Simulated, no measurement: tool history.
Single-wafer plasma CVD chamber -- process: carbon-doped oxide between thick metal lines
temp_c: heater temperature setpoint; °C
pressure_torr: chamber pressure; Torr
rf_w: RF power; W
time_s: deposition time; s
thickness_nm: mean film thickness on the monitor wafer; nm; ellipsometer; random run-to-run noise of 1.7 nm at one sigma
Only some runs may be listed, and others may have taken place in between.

| run | hour | temp_c | pressure_torr | rf_w | time_s | thickness_nm |
|---|---|---|---|---|---|---|
| 1 | 0.0 | 370 | 4.87 | 475 | 138 | 683.87 |
| 2 | 8.9 | 370 | 4.87 | 475 | 138 | 682.77 |
| 3 | 13.5 | 370 | 4.87 | 525 | 138 | 729.17 |
| 4 | 18.9 | 371 | 4.67 | 520 | 138 | 714.17 |
| 5 | 26.0 | 372 | 4.47 | 520 | 138 | 707.61 |
| 6 | 33.1 | 372 | 4.47 | 520 | 138 | 706.61 |
| 7 | 35.4 | 373 | 4.29 | 520 | 138 | 697.33 |
| 8 | 41.0 | 374 | 4.15 | 520 | 138 | 697.76 |
| 9 | 43.2 | 375 | 4.01 | 515 | 138 | 686.21 |
| 10 | 47.7 | 376 | 3.89 | 510 | 138 | 674.79 |
| 11 | 53.8 | 377 | 3.78 | 510 | 138 | 672.05 |

For run 12, what comes out?
| 12 | 60.1 | 378 | 3.68 | 510 | 138 | ? |

Run 12 produced thickness_nm 665.99 nm.

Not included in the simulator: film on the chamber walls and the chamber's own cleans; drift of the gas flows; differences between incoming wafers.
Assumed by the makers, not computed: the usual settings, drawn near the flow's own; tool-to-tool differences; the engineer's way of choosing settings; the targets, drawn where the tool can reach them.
